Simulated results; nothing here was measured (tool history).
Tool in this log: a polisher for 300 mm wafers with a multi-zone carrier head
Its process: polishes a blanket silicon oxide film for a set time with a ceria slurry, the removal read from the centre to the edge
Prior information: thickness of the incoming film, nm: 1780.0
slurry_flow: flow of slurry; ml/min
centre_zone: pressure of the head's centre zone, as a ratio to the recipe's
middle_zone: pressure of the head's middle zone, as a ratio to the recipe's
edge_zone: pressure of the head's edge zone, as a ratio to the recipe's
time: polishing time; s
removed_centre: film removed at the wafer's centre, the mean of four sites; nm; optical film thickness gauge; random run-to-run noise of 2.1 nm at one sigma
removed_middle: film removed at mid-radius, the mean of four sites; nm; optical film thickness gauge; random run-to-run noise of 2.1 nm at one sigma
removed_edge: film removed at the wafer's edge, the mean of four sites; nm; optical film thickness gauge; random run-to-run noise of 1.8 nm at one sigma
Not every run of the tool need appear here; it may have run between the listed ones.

run  hour  slurry_flow  centre_zone  middle_zone  edge_zone  time  removed_centre  removed_middle  removed_edge
  1     0          230            1            1          1    43          210.09          205.49        213.17
  2   1.6          230         1.05            1          1    43          215.98          205.05        210.48
  3  10.4          175         1.05            1          1    43           208.3          203.39        208.85
  4  17.8          175         1.05         1.07          1    43          211.11          210.92        207.39
  5  19.5          180         1.06         1.06          1    40          200.19          194.42        197.97
  6  21.1          180         1.06         1.06          1    45          218.29          222.42         214.9
  7  29.2          180         1.06         1.07       0.99    42          204.16          206.32        200.26
  8  33.9          180         1.06         1.06       0.98    40          195.39          196.55        192.96
  9  35.2          185         1.07         1.05       0.97    38           192.4          188.63        185.97
 10  35.7          185         1.07         1.05       0.97    36          182.64           173.8        171.39
 11  36.6          180         1.01         0.97       0.92    31          151.48          138.16         146.7
 12  43.6          185         1.01         0.98       0.92    31          145.86          145.19        144.11

What will run 13 give?
 13  50.1          190         1.02         0.98       0.93    31               ?               ?             ?

For run 13 the tool returned removed_centre 147.96 nm, removed_middle 142.21 nm, removed_edge 144.78 nm.

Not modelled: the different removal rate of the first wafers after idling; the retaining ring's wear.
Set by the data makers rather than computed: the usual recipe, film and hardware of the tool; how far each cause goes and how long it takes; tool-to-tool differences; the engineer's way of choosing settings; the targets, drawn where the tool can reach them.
